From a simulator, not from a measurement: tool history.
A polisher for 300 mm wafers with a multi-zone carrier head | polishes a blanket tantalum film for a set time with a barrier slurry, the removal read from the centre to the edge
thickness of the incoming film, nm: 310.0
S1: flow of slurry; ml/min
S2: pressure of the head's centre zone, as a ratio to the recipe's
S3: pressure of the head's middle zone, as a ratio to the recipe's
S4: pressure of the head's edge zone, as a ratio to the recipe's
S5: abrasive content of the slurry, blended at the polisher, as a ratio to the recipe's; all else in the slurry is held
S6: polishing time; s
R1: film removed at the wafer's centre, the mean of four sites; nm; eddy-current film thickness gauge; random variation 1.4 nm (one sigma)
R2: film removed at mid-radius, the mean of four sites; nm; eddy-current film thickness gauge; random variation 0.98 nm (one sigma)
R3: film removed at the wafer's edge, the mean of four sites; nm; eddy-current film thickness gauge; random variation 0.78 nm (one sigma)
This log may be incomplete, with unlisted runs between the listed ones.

{"run": 1, "hour": 0.0, "S1": 185, "S2": 1.0, "S3": 1.0, "S4": 1.0, "S5": 1.0, "S6": 50, "R1": 112.4, "R2": 114.0, "R3": 110.07}
{"run": 2, "hour": 6.7, "S1": 185, "S2": 1.02, "S3": 0.99, "S4": 0.96, "S5": 0.9, "S6": 49, "R1": 108.07, "R2": 108.15, "R3": 101.19}
{"run": 3, "hour": 8.7, "S1": 185, "S2": 1.02, "S3": 1.03, "S4": 0.96, "S5": 0.9, "S6": 49, "R1": 107.27, "R2": 111.56, "R3": 102.0}
{"run": 4, "hour": 9.9, "S1": 180, "S2": 1.03, "S3": 1.0, "S4": 0.93, "S5": 0.85, "S6": 49, "R1": 108.36, "R2": 107.44, "R3": 97.677}
{"run": 5, "hour": 13.2, "S1": 180, "S2": 1.03, "S3": 1.0, "S4": 0.98, "S5": 0.85, "S6": 49, "R1": 109.57, "R2": 106.44, "R3": 99.418}
{"hour": 20.6, "done": "edge zone pressure recalibrated"}
{"run": 6, "hour": 20.6, "S1": 180, "S2": 1.03, "S3": 1.0, "S4": 0.9, "S5": 0.85, "S6": 49, "R1": 106.8, "R2": 107.69, "R3": 98.745}

Run 7 comes next. What will it give?
{"run": 7, "hour": 29.3, "S1": 180, "S2": 1.03, "S3": 1.0, "S4": 0.9, "S5": 0.85, "S6": 49, "R1": "?", "R2": "?", "R3": "?"}

{"run 7": {"R1": 107.28, "R2": 108.15, "R3": 100.09}}
